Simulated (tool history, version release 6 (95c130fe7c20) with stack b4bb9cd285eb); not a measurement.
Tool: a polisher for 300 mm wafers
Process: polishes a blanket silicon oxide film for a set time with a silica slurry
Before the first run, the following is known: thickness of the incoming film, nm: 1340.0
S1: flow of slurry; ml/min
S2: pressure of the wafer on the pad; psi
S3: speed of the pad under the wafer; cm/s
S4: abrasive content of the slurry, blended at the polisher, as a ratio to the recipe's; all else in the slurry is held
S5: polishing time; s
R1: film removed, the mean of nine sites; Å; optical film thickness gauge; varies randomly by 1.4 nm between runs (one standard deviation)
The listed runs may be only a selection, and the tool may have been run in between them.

| run | hour | S1 | S2 | S3 | S4 | S5 | R1 |
|---|---|---|---|---|---|---|---|
| 1 | 0.0 | 315 | 3.2 | 102 | 1.0 | 38 | 816.80 |
| 2 | 4.8 | 315 | 3.4 | 102 | 1.0 | 38 | 864.02 |
| 3 | 8.5 | 315 | 3.4 | 102 | 1.1 | 38 | 891.67 |
| 4 | 11.7 | 315 | 3.6 | 102 | 1.1 | 38 | 954.63 |
| 5 | 17.6 | 315 | 3.7 | 102 | 1.1 | 38 | 981.34 |
| 6 | 24.7 | 350 | 3.7 | 102 | 1.1 | 38 | 993.90 |
| 7 | 28.5 | 350 | 3.7 | 102 | 1.1 | 38 | 976.42 |
| 8 | 36.3 | 350 | 3.8 | 102 | 1.1 | 38 | 1017.00 |

Run 9 is up next; what results do you expect?
| 9 | 39.9 | 350 | 3.9 | 102 | 1.1 | 38 | ? |

R1: 1040.10 Å
